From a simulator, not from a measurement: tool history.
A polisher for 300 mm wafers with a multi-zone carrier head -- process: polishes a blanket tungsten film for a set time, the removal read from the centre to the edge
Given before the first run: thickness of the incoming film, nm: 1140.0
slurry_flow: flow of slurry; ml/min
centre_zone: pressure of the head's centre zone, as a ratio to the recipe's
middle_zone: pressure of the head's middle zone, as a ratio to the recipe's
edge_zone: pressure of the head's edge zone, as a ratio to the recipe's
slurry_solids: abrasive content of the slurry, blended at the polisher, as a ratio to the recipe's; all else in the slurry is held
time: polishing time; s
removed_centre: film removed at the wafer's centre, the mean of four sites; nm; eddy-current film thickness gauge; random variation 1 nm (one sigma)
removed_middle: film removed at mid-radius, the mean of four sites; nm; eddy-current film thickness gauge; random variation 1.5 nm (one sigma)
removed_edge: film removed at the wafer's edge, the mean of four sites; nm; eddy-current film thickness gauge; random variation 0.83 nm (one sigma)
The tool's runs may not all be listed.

run  hour  slurry_flow  centre_zone  middle_zone  edge_zone  slurry_solids  time  removed_centre  removed_middle  removed_edge
  1   0.0          215         1.00         1.00       1.00           1.00    51          164.34          169.45        174.10
  2   8.9          215         1.00         1.00       1.00           0.90    51          163.23          165.21        171.58
  3  12.1          215         1.00         1.00       1.00           0.75    51          158.40          162.47        167.20
  4  15.3          205         0.97         0.99       0.98           0.70    50          147.58          158.75        161.01
  5  19.2          205         0.97         0.99       0.98           0.85    50          153.33          158.90        164.92
  6  19.7          200         0.94         0.99       0.97           0.80    49          144.30          150.40        159.53
  7  25.1          195         0.92         1.01       0.96           0.75    48          138.25          155.14        152.74
  8  28.7          190         0.90         1.01       0.96           0.70    47          129.05          146.61        147.41

Run 9 comes next. What will it give?
  9  33.9          185         0.89         1.01       0.95           0.65    47               ?               ?             ?

removed_centre: 125.88 nm
removed_middle: 141.61 nm
removed_edge: 144.86 nm

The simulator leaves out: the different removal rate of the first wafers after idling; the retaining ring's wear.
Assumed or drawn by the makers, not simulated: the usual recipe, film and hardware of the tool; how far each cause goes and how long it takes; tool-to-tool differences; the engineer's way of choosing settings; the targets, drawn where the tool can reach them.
